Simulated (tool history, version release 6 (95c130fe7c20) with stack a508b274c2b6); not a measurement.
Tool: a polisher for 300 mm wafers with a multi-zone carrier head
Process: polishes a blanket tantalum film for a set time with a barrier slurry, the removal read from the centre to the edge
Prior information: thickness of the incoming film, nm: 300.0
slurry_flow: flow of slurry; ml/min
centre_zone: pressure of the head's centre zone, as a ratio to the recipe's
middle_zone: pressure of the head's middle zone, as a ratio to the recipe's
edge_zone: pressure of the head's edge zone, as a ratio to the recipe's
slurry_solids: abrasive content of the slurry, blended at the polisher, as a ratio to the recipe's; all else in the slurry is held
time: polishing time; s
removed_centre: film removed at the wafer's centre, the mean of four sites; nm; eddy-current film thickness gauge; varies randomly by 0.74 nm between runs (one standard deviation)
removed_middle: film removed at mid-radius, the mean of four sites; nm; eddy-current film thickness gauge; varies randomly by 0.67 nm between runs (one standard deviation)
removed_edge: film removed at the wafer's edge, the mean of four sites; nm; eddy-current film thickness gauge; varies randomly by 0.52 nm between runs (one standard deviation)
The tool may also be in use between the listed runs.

run  hour  slurry_flow  centre_zone  middle_zone  edge_zone  slurry_solids  time  removed_centre  removed_middle  removed_edge
  1   0.0          170         1.00         1.00       1.00           1.00    61          94.817          97.202       100.620
  2   1.5          165         0.99         0.99       0.99           0.95    61          92.113          94.580        96.355
  3   2.2          165         0.91         0.99       0.99           0.95    61          83.668          94.134        96.337
  4   2.7          165         0.91         0.99       0.96           0.95    61          85.560          93.708        95.280
  5   6.9          165         0.91         0.99       0.96           0.80    61          78.540          84.966        87.199
  6  10.4          165         0.91         0.99       0.96           0.90    61          82.780          90.092        92.685

What does the tool deliver on the next run?
  7  12.5          115         0.82         0.91       0.86           0.80    61               ?               ?             ?

For run 7 the tool returned removed_centre 63.877 nm, removed_middle 71.997 nm, removed_edge 77.972 nm.
